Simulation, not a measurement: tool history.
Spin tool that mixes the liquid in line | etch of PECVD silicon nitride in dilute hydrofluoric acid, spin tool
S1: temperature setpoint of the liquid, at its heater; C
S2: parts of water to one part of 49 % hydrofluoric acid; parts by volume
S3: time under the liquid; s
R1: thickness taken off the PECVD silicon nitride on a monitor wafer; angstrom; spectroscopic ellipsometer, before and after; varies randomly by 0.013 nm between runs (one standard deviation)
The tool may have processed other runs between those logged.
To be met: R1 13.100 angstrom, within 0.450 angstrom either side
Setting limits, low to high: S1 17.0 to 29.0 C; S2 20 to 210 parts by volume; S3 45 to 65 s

run  hour    S1   S2  S3      R1
  1   0.0  21.0  115  65  23.532
  2   8.6  20.0  125  65  19.689
  3  13.7  19.5  130  65  18.398
  4  17.9  19.0  135  65  17.070
  5  22.9  19.0  135  65  17.161
  6  28.8  17.5  135  65  15.695
  7  34.8  17.5  140  65  15.011
  8  43.7  17.5  145  65  14.840
  9  50.2  17.5  150  65  14.285

Next run, 4 choices. One meets every target within its allowed miss, the rest don't. Which?
  A  56.7  21.0  130  45   ?
  B  56.7  18.5  140  60   ?
  C  56.7  18.0  125  45   ?
  D  56.7  21.0  140  45   ?

move      R1
   A  14.092
   B  14.773
   C  11.951
   D  13.106
A: better than the last run, though not everything is in spec
B: its largest miss is bigger than the last run's
C: pushes the last run's worst result past its target
D: every result within its allowed miss
The right move is D.
